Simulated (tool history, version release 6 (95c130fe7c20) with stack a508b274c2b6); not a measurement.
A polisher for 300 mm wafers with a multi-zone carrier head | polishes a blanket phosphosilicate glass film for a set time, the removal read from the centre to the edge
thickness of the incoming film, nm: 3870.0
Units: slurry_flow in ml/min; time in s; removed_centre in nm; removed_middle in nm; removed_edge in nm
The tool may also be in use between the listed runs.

run  hour  slurry_flow  centre_zone  middle_zone  edge_zone  slurry_solids  time  removed_centre  removed_middle  removed_edge
  1   0.0          125         1.00         1.00       1.00            1.0    36          230.83          241.16        237.49
  2   2.3          120         0.99         0.97       1.01            1.0    36          232.26          232.44        233.30
  3   4.7          115         0.96         0.95       1.04            1.0    36          220.12          224.28        237.74
  4  10.4           95         0.96         0.95       1.04            1.0    36          209.92          210.24        230.14
  5  14.6           95         1.03         0.95       1.04            1.0    36          225.16          209.10        225.17
  6  22.4          125         1.03         0.95       1.04            1.0    36          248.56          230.40        244.68
  7  29.0          120         1.01         0.94       1.05            1.0    36          238.45          223.36        239.22
  8  36.6          115         0.99         0.93       1.06            1.0    36          232.79          218.40        240.86

Forecast run 9:
  9  43.8          110         0.97         0.92       1.06            1.0    36               ?               ?             ?

{"run 9": {"removed_centre": 223.34, "removed_middle": 215.07, "removed_edge": 239.17}}
